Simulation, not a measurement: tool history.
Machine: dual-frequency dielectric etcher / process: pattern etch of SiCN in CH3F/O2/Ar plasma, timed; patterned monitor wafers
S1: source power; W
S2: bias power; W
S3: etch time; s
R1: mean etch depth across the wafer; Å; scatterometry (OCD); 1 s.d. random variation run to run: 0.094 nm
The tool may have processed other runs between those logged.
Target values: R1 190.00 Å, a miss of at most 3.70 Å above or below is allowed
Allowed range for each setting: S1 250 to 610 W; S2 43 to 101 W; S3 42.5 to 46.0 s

{"run": 1, "day": 0.0, "S1": 430, "S2": 72, "S3": 46.0, "R1": 159.0}
{"run": 2, "day": 0.271, "S1": 430, "S2": 72, "S3": 42.5, "R1": 148.54}
{"run": 3, "day": 0.583, "S1": 460, "S2": 76, "S3": 43.0, "R1": 153.98}
{"run": 4, "day": 0.825, "S1": 400, "S2": 76, "S3": 43.0, "R1": 150.13}
{"run": 5, "day": 1.179, "S1": 440, "S2": 82, "S3": 43.5, "R1": 162.7}
{"run": 6, "day": 1.271, "S1": 470, "S2": 85, "S3": 43.5, "R1": 167.71}
{"run": 7, "day": 1.604, "S1": 490, "S2": 87, "S3": 43.5, "R1": 170.74}
{"run": 8, "day": 1.925, "S1": 490, "S2": 87, "S3": 43.5, "R1": 170.53}
{"run": 9, "day": 2.271, "S1": 510, "S2": 89, "S3": 43.5, "R1": 173.51}

Of the 4 settings listed for the next run, only one would bring every result within its allowed miss of target. Which one?
{"run": "A", "day": 2.617, "S1": 530, "S2": 91, "S3": 43.5, "R1": "?"}
{"run": "B", "day": 2.617, "S1": 530, "S2": 88, "S3": 44.5, "R1": "?"}
{"run": "C", "day": 2.617, "S1": 560, "S2": 92, "S3": 45.5, "R1": "?"}
{"run": "D", "day": 2.617, "S1": 500, "S2": 100, "S3": 42.5, "R1": "?"}

move=A R1=179.79
move=B R1=180.67
move=C R1=191.31
move=D R1=182.49
A: closer than the last run, but not yet in spec
B: closer than the last run, but not yet in spec
C: meets every target
D: closer than the last run, but not yet in spec
Correct choice: C, which meets every target

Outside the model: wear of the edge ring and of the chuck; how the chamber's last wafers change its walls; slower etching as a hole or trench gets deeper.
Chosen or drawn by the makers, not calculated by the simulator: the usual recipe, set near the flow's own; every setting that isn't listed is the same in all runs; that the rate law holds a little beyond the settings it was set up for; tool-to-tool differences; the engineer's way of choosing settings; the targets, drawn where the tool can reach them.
